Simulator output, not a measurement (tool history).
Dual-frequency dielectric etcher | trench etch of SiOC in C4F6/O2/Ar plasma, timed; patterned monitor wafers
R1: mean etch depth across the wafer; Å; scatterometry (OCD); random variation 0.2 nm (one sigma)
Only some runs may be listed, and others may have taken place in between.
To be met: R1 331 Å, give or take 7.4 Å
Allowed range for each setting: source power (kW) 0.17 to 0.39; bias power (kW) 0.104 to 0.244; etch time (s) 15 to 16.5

Run 1, hour 0: source power (kW) 0.28, bias power (kW) 0.174, etch time (s) 16.5. Result: R1 292.37 Å.
Run 2, hour 2.6: source power (kW) 0.28, bias power (kW) 0.185, etch time (s) 16.5. Result: R1 297.77 Å.
Run 3, hour 6.2: source power (kW) 0.28, bias power (kW) 0.154, etch time (s) 16.5. Result: R1 281.9 Å.
Run 4, hour 13.8: source power (kW) 0.28, bias power (kW) 0.154, etch time (s) 16.5. Result: R1 281.71 Å.
Run 5, hour 18.8: source power (kW) 0.28, bias power (kW) 0.154, etch time (s) 15. Result: R1 259.49 Å.
Run 6, hour 23.6: source power (kW) 0.24, bias power (kW) 0.154, etch time (s) 15. Result: R1 246.25 Å.
Run 7, hour 30.6: source power (kW) 0.26, bias power (kW) 0.162, etch time (s) 15. Result: R1 257.24 Å.
At hour 35.9: wet clean of the chamber.
Run 8, hour 35.9: source power (kW) 0.28, bias power (kW) 0.168, etch time (s) 15. Result: R1 255.3 Å.
Run 9, hour 41: source power (kW) 0.3, bias power (kW) 0.18, etch time (s) 15. Result: R1 269.07 Å.
Run 10, hour 48.6: source power (kW) 0.31, bias power (kW) 0.189, etch time (s) 15. Result: R1 269.83 Å.
Run 11, hour 53.7: source power (kW) 0.32, bias power (kW) 0.198, etch time (s) 15. Result: R1 277.52 Å.
Run 12, hour 56.9: source power (kW) 0.33, bias power (kW) 0.205, etch time (s) 15. Result: R1 280.53 Å.
Run 13, hour 59.2: source power (kW) 0.39, bias power (kW) 0.24, etch time (s) 16.5. Result: R1 341.57 Å.
Run 14, hour 63.9: source power (kW) 0.39, bias power (kW) 0.239, etch time (s) 16.5. Result: R1 344.47 Å.
Run 15, hour 64.7: source power (kW) 0.39, bias power (kW) 0.238, etch time (s) 16.5. Result: R1 343.05 Å.
Run 16, hour 73: source power (kW) 0.39, bias power (kW) 0.237, etch time (s) 16.5. Result: R1 343.4 Å.
Run 17, hour 73.9: source power (kW) 0.39, bias power (kW) 0.236, etch time (s) 16.5. Result: R1 338.96 Å.
Run 18, hour 82.9: source power (kW) 0.39, bias power (kW) 0.236, etch time (s) 16.5. Result: R1 339.35 Å.
Run 19, hour 84.5: source power (kW) 0.39, bias power (kW) 0.235, etch time (s) 16.5. Result: R1 339.91 Å.

Which one of the following 5 next-run settings gets every result inside its allowed miss? There is exactly one.
Run A, hour 86.1: source power (kW) 0.38, bias power (kW) 0.243, etch time (s) 15.5. Result: R1 ?.
Run B, hour 86.1: source power (kW) 0.39, bias power (kW) 0.23, etch time (s) 15.5. Result: R1 ?.
Run C, hour 86.1: source power (kW) 0.39, bias power (kW) 0.244, etch time (s) 16.5. Result: R1 ?.
Run D, hour 86.1: source power (kW) 0.39, bias power (kW) 0.206, etch time (s) 16.5. Result: R1 ?.
Run E, hour 86.1: source power (kW) 0.33, bias power (kW) 0.244, etch time (s) 16. Result: R1 ?.

move      R1
   A  319.01
   B  317.35
   C  342.97
   D  328.72
   E  314.39
A: carries the result that was furthest off beyond its target, to the other side
B: carries the result that was furthest off beyond its target, to the other side
C: the biggest miss grows against the last run
D: all results land within tolerance of their targets
E: carries the result that was furthest off beyond its target, to the other side
Go with D: it meets all targets.
